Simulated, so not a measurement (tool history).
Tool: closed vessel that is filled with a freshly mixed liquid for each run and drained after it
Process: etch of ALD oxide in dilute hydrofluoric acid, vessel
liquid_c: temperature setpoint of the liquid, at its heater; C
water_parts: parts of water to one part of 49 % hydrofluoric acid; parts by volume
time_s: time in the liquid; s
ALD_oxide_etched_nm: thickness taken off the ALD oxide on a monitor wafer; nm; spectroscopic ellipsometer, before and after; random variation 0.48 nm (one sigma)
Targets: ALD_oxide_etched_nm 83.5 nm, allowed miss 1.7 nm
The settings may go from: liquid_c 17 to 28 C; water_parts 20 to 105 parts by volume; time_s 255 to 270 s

run 1 hour=0 | liquid_c=20 water_parts=55 time_s=255 | ALD_oxide_etched_nm=49.209
run 2 hour=6.1 | liquid_c=22.5 water_parts=55 time_s=255 | ALD_oxide_etched_nm=54.384
run 3 hour=14.3 | liquid_c=22.5 water_parts=45 time_s=255 | ALD_oxide_etched_nm=68.103
run 4 hour=22.2 | liquid_c=23.5 water_parts=45 time_s=255 | ALD_oxide_etched_nm=71.174
run 5 hour=27.6 | liquid_c=21 water_parts=45 time_s=255 | ALD_oxide_etched_nm=64.125
-- hour=31.7 hydrofluoric acid flow meter replaced
run 6 hour=31.7 | liquid_c=22.5 water_parts=45 time_s=255 | ALD_oxide_etched_nm=76.464
run 7 hour=35.6 | liquid_c=23 water_parts=45 time_s=255 | ALD_oxide_etched_nm=76.992
run 8 hour=42.5 | liquid_c=23.5 water_parts=45 time_s=255 | ALD_oxide_etched_nm=78.199
run 9 hour=50.1 | liquid_c=24 water_parts=45 time_s=255 | ALD_oxide_etched_nm=79.632

4 next moves are on the table. One of them brings every result within its allowed miss. Which?
run A hour=57.7 | liquid_c=22 water_parts=40 time_s=255 | ALD_oxide_etched_nm=?
run B hour=57.7 | liquid_c=25.5 water_parts=45 time_s=265 | ALD_oxide_etched_nm=?
run C hour=57.7 | liquid_c=22 water_parts=45 time_s=270 | ALD_oxide_etched_nm=?
run D hour=57.7 | liquid_c=23.5 water_parts=40 time_s=255 | ALD_oxide_etched_nm=?

move=A ALD_oxide_etched_nm=83.499
move=B ALD_oxide_etched_nm=88.594
move=C ALD_oxide_etched_nm=78.089
move=D ALD_oxide_etched_nm=88.913
A: meets every target
B: takes the result that was furthest off past its target
C: further off than the last run
D: takes the result that was furthest off past its target
Answer: A
